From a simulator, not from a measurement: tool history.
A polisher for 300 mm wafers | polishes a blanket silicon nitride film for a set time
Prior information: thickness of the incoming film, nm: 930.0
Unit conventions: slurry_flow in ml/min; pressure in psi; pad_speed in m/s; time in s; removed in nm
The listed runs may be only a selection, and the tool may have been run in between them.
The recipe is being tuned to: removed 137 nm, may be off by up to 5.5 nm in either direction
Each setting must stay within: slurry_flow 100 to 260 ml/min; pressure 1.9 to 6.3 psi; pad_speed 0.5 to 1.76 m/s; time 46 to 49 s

run  hour  slurry_flow  pressure  pad_speed  time  removed
  1     0          165       4.1       1.12    46   104.42
  2   1.3          165       4.1       1.12    49   111.38
  3   3.2          165       4.1       1.28    49   120.52
  4     4          165       4.2       1.28    49   123.55
  5   7.2          165       4.2       1.28    46    115.9
  6   7.8          165       4.3       1.28    46   116.37
  7  15.9          165       4.3       1.28    46   119.17
  8    21          165       4.4       1.28    46   120.04
  9  25.7          165       4.5       1.28    46   119.74
 10  32.3          165       4.6       1.28    46   124.42

Which one of the following 5 next-run settings gets every result inside its allowed miss? There is exactly one.
  A  38.9          180       4.3       1.06    49        ?
  B  38.9          135       5.3       1.14    48        ?
  C  38.9          120       3.7       1.62    49        ?
  D  38.9          195       4.1       1.38    48        ?
  E  38.9          145       5.1        1.4    47        ?

move  removed
   A   114.73
   B   136.71
   C   122.11
   D   127.99
   E   148.59
A: further off than the last run
B: hits every target within its allowed miss
C: further off than the last run
D: nearer the targets than the last run, but a result is still out of spec
E: carries the result that was furthest off beyond its target, to the other side
B is the move that brings every result within its allowed miss.
